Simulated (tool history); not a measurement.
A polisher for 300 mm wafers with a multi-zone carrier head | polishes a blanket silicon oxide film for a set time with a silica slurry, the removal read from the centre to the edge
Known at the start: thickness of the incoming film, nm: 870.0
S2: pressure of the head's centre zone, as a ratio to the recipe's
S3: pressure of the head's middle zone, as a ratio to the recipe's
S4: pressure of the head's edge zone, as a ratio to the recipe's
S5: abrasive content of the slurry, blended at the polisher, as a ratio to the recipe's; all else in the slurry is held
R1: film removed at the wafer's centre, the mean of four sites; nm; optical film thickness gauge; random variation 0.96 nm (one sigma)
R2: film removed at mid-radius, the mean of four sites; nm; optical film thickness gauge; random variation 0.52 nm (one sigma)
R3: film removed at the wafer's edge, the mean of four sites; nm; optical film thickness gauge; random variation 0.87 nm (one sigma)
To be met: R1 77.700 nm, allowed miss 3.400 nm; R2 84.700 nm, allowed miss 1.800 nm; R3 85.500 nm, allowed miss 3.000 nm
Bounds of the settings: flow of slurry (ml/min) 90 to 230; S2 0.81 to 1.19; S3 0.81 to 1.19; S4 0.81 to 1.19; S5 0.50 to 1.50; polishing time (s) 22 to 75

Run 1, hour 0.0: flow of slurry (ml/min) 150, S2 1.00, S3 1.00, S4 1.00, S5 1.00, polishing time (s) 48. Result: R1 106.760 nm, R2 106.710 nm, R3 105.490 nm.
Run 2, hour 7.1: flow of slurry (ml/min) 140, S2 0.96, S3 0.98, S4 0.96, S5 0.95, polishing time (s) 48. Result: R1 99.574 nm, R2 102.120 nm, R3 100.300 nm.
Run 3, hour 14.1: flow of slurry (ml/min) 140, S2 0.96, S3 0.98, S4 0.92, S5 0.95, polishing time (s) 48. Result: R1 99.147 nm, R2 102.450 nm, R3 98.669 nm.
Run 4, hour 20.9: flow of slurry (ml/min) 140, S2 0.96, S3 0.98, S4 0.92, S5 0.85, polishing time (s) 48. Result: R1 94.389 nm, R2 97.511 nm, R3 95.215 nm.
Run 5, hour 22.1: flow of slurry (ml/min) 130, S2 0.93, S3 0.96, S4 0.90, S5 0.85, polishing time (s) 48. Result: R1 90.592 nm, R2 94.007 nm, R3 94.853 nm.
Run 6, hour 25.2: flow of slurry (ml/min) 130, S2 0.98, S3 0.96, S4 0.90, S5 0.85, polishing time (s) 48. Result: R1 95.102 nm, R2 94.463 nm, R3 91.975 nm.
Run 7, hour 29.8: flow of slurry (ml/min) 125, S2 0.95, S3 0.96, S4 0.88, S5 0.80, polishing time (s) 48. Result: R1 88.939 nm, R2 91.698 nm, R3 88.543 nm.
Run 8, hour 34.1: flow of slurry (ml/min) 120, S2 0.93, S3 0.95, S4 0.88, S5 0.80, polishing time (s) 48. Result: R1 87.085 nm, R2 89.670 nm, R3 88.527 nm.
Run 9, hour 37.7: flow of slurry (ml/min) 115, S2 0.91, S3 0.95, S4 0.88, S5 0.80, polishing time (s) 48. Result: R1 84.916 nm, R2 88.196 nm, R3 87.681 nm.
Run 10, hour 39.6: flow of slurry (ml/min) 110, S2 0.89, S3 0.95, S4 0.88, S5 0.80, polishing time (s) 48. Result: R1 81.883 nm, R2 87.419 nm, R3 87.363 nm.

Which of these 5 next moves meets every target?
Run A, hour 41.5: flow of slurry (ml/min) 90, S2 1.09, S3 0.97, S4 0.81, S5 0.65, polishing time (s) 54. Result: R1 ?, R2 ?, R3 ?.
Run B, hour 41.5: flow of slurry (ml/min) 120, S2 0.85, S3 0.94, S4 0.89, S5 0.55, polishing time (s) 53. Result: R1 ?, R2 ?, R3 ?.
Run C, hour 41.5: flow of slurry (ml/min) 90, S2 0.81, S3 0.95, S4 0.89, S5 0.90, polishing time (s) 50. Result: R1 ?, R2 ?, R3 ?.
Run D, hour 41.5: flow of slurry (ml/min) 120, S2 0.93, S3 0.99, S4 0.85, S5 1.00, polishing time (s) 43. Result: R1 ?, R2 ?, R3 ?.
Run E, hour 41.5: flow of slurry (ml/min) 100, S2 0.85, S3 0.96, S4 0.89, S5 0.60, polishing time (s) 55. Result: R1 ?, R2 ?, R3 ?.

move      R1      R2      R3
   A  94.174  86.846  83.928
   B  79.293  85.679  85.683
   C  77.794  89.350  91.280
   D  86.359  90.758  85.211
   E  79.776  88.469  88.443
A: further off than the last run
B: meets every target
C: further off than the last run
D: further off than the last run
E: further off than the last run
Answer: B
